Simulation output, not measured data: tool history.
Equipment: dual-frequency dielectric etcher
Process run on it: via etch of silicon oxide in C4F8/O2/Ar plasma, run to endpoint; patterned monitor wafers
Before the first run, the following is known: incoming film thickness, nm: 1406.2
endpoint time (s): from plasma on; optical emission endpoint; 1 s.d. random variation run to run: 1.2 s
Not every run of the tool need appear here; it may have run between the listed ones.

run,hour,source power (kW),bias power (kW),endpoint time (s)
1,0,1.55,2.761,279.34
2,7.4,1.73,2.761,264.52
3,9,1.73,3.066,253.57
4,10.1,1.55,2.906,275.04
5,14.3,1.71,2.906,260.9
6,19.2,1.47,2.906,280.54
7,22.1,1.35,2.81,295.61

For run 8, what comes out?
8,28.8,1.04,2.551,?

endpoint time (s): 350.45

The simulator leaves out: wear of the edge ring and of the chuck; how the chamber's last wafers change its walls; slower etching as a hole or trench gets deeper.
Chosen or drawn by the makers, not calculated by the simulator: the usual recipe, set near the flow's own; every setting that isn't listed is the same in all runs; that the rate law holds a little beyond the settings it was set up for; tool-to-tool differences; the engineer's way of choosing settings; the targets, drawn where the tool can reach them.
